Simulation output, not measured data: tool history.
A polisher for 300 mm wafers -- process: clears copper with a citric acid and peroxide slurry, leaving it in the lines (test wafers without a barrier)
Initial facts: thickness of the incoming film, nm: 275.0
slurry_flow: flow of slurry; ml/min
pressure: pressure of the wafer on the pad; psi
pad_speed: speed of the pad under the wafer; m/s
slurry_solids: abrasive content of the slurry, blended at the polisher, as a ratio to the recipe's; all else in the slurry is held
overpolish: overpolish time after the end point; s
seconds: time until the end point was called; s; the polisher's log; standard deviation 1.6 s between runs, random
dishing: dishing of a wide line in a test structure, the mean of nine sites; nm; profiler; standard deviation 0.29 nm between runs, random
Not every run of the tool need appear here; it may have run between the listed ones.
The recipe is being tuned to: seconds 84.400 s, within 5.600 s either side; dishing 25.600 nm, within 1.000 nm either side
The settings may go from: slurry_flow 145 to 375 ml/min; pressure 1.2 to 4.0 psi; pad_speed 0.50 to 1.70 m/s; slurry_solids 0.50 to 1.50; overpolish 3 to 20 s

run 1 hour=0.0 | slurry_flow=240 pressure=2.6 pad_speed=1.10 slurry_solids=1.00 overpolish=10 | seconds=135.680 dishing=15.294
run 2 hour=8.1 | slurry_flow=240 pressure=2.8 pad_speed=1.10 slurry_solids=1.00 overpolish=10 | seconds=127.680 dishing=16.026
run 3 hour=9.1 | slurry_flow=240 pressure=2.8 pad_speed=1.10 slurry_solids=1.00 overpolish=12 | seconds=127.850 dishing=19.101
run 4 hour=13.8 | slurry_flow=240 pressure=2.4 pad_speed=1.10 slurry_solids=1.00 overpolish=12 | seconds=150.610 dishing=16.319
run 5 hour=21.1 | slurry_flow=240 pressure=2.8 pad_speed=1.10 slurry_solids=1.00 overpolish=12 | seconds=126.070 dishing=19.466
run 6 hour=26.4 | slurry_flow=240 pressure=3.0 pad_speed=1.10 slurry_solids=1.00 overpolish=12 | seconds=118.210 dishing=20.323
run 7 hour=35.3 | slurry_flow=240 pressure=3.2 pad_speed=1.10 slurry_solids=1.00 overpolish=12 | seconds=112.020 dishing=21.309
run 8 hour=43.6 | slurry_flow=250 pressure=3.9 pad_speed=1.12 slurry_solids=1.00 overpolish=11 | seconds=90.623 dishing=24.565

4 next moves are on the table. One of them brings every result within its allowed miss. Which?
run A hour=51.9 | slurry_flow=310 pressure=3.5 pad_speed=1.06 slurry_solids=1.15 overpolish=13 | seconds=? dishing=?
run B hour=51.9 | slurry_flow=180 pressure=3.9 pad_speed=1.28 slurry_solids=0.85 overpolish=12 | seconds=? dishing=?
run C hour=51.9 | slurry_flow=270 pressure=3.8 pad_speed=1.06 slurry_solids=0.85 overpolish=13 | seconds=? dishing=?
run D hour=51.9 | slurry_flow=195 pressure=4.0 pad_speed=1.24 slurry_solids=0.80 overpolish=11 | seconds=? dishing=?

move=A seconds=100.610 dishing=25.697
move=B seconds=85.043 dishing=27.857
move=C seconds=100.090 dishing=25.890
move=D seconds=85.709 dishing=25.657
A: misses by more than the last run did
B: gets the furthest-off result to its target, but another result is out of tolerance
C: misses by more than the last run did
D: each result inside its tolerance
The right move is D.
